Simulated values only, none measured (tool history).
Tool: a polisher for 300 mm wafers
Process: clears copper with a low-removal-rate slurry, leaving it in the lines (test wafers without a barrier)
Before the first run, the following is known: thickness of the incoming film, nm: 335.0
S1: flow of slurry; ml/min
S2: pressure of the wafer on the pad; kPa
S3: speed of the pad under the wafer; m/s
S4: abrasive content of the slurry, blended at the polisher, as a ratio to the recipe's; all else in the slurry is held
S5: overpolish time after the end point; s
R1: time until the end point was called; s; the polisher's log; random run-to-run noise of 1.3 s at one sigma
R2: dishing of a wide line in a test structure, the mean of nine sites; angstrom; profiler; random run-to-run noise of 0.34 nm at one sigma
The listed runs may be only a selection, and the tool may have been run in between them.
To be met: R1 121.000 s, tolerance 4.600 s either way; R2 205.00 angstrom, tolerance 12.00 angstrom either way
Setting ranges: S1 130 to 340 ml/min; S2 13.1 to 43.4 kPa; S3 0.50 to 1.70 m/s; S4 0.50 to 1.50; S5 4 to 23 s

run 1 hour=0.0 | S1=220 S2=28.3 S3=1.10 S4=1.00 S5=12 | R1=83.005 R2=353.24
run 2 hour=8.8 | S1=220 S2=23.4 S3=1.10 S4=1.00 S5=12 | R1=95.414 R2=300.57
run 3 hour=15.1 | S1=220 S2=22.1 S3=1.10 S4=1.00 S5=12 | R1=98.684 R2=299.31
run 4 hour=15.7 | S1=170 S2=22.1 S3=1.10 S4=1.00 S5=12 | R1=101.700 R2=289.28
run 5 hour=19.5 | S1=170 S2=21.4 S3=1.10 S4=1.00 S5=12 | R1=104.760 R2=280.86
run 6 hour=26.1 | S1=170 S2=21.4 S3=1.28 S4=1.00 S5=12 | R1=87.673 R2=326.52
run 7 hour=34.4 | S1=170 S2=20.0 S3=1.26 S4=1.00 S5=12 | R1=95.181 R2=307.52
run 8 hour=43.3 | S1=170 S2=19.3 S3=1.26 S4=1.00 S5=12 | R1=95.737 R2=296.72
run 9 hour=48.4 | S1=170 S2=18.6 S3=1.24 S4=1.00 S5=12 | R1=102.330 R2=281.58
run 10 hour=56.5 | S1=175 S2=13.8 S3=1.24 S4=1.00 S5=9 | R1=117.470 R2=187.69

5 candidate next runs follow, results not yet known. Just one meets every target within its allowed miss. Identify it.
run A hour=64.6 | S1=210 S2=15.2 S3=1.24 S4=1.05 S5=11 | R1=? R2=?
run B hour=64.6 | S1=140 S2=14.5 S3=1.12 S4=1.50 S5=12 | R1=? R2=?
run C hour=64.6 | S1=180 S2=16.5 S3=1.06 S4=1.10 S5=9 | R1=? R2=?
run D hour=64.6 | S1=150 S2=13.8 S3=1.24 S4=1.00 S5=10 | R1=? R2=?
run E hour=64.6 | S1=130 S2=18.6 S3=1.12 S4=1.20 S5=11 | R1=? R2=?

move=A R1=107.690 R2=246.14
move=B R1=119.660 R2=241.83
move=C R1=120.420 R2=185.01
move=D R1=119.670 R2=204.53
move=E R1=109.520 R2=243.44
A: takes the result that was furthest off past its target
B: takes the result that was furthest off past its target
C: misses by more than the last run did
D: in spec on every target
E: takes the result that was furthest off past its target
The right move is D.

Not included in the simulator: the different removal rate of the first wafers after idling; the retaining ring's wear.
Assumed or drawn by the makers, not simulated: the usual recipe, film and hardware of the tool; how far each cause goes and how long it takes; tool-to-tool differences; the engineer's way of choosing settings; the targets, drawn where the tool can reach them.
